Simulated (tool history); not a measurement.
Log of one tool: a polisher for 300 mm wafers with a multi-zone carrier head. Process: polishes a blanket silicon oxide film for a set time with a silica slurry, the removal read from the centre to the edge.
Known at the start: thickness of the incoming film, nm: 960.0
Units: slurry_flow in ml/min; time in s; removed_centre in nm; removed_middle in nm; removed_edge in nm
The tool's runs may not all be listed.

{"run": 1, "day": 0.0, "slurry_flow": 305, "centre_zone": 1.0, "middle_zone": 1.0, "edge_zone": 1.0, "slurry_solids": 1.0, "time": 62, "removed_centre": 203.44, "removed_middle": 203.65, "removed_edge": 199.88}
{"run": 2, "day": 0.371, "slurry_flow": 305, "centre_zone": 0.95, "middle_zone": 1.0, "edge_zone": 1.0, "slurry_solids": 1.0, "time": 62, "removed_centre": 193.02, "removed_middle": 207.02, "removed_edge": 202.92}
{"run": 3, "day": 0.462, "slurry_flow": 305, "centre_zone": 0.95, "middle_zone": 1.0, "edge_zone": 1.0, "slurry_solids": 0.8, "time": 62, "removed_centre": 180.38, "removed_middle": 190.66, "removed_edge": 185.3}
{"run": 4, "day": 0.754, "slurry_flow": 305, "centre_zone": 0.95, "middle_zone": 1.0, "edge_zone": 1.0, "slurry_solids": 0.95, "time": 62, "removed_centre": 190.38, "removed_middle": 200.78, "removed_edge": 192.7}
{"run": 5, "day": 1.062, "slurry_flow": 300, "centre_zone": 0.94, "middle_zone": 0.97, "edge_zone": 0.98, "slurry_solids": 0.9, "time": 62, "removed_centre": 183.14, "removed_middle": 189.04, "removed_edge": 190.73}
{"run": 6, "day": 1.242, "slurry_flow": 300, "centre_zone": 0.94, "middle_zone": 0.96, "edge_zone": 0.96, "slurry_solids": 0.85, "time": 62, "removed_centre": 179.2, "removed_middle": 187.75, "removed_edge": 186.68}

The next listed run, before its measurement:
{"run": 7, "day": 1.45, "slurry_flow": 300, "centre_zone": 0.95, "middle_zone": 0.95, "edge_zone": 0.95, "slurry_solids": 0.8, "time": 62, "removed_centre": "?", "removed_middle": "?", "removed_edge": "?"}

Run 7 gave removed_centre 178.46 nm, removed_middle 179.68 nm, removed_edge 176.41 nm.
